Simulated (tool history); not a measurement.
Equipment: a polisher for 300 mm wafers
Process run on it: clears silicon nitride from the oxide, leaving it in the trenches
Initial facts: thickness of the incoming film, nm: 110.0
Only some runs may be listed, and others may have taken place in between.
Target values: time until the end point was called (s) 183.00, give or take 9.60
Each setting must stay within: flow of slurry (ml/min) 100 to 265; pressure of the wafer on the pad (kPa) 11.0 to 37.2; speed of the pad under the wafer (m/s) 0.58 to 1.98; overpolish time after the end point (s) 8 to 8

run,hour,flow of slurry (ml/min),pressure of the wafer on the pad (kPa),speed of the pad under the wafer (m/s),overpolish time after the end point (s),time until the end point was called (s)
1,0.0,170,24.1,1.28,8,98.19
2,4.7,170,22.1,1.26,8,104.95
3,11.7,135,22.1,1.26,8,111.30
4,13.0,135,22.1,1.26,8,109.83
5,17.8,135,20.7,1.24,8,114.45
6,20.1,135,20.7,1.14,8,124.34
7,24.2,135,19.3,1.12,8,136.12
8,27.4,135,18.6,1.12,8,137.05
9,28.7,135,17.2,1.12,8,151.41
10,31.7,135,16.5,1.12,8,159.97
11,37.4,135,15.2,1.12,8,169.77

Which of these 4 next moves meets every target?
A,43.1,115,16.5,1.18,8,?
B,43.1,140,17.2,0.78,8,?
C,43.1,150,17.2,1.02,8,?
D,43.1,125,15.2,1.22,8,?

move,time until the end point was called (s)
A,151.03
B,179.40
C,152.95
D,158.75
A: the biggest miss grows against the last run
B: each result inside its tolerance
C: the biggest miss grows against the last run
D: the biggest miss grows against the last run
Correct choice: B, which meets every target
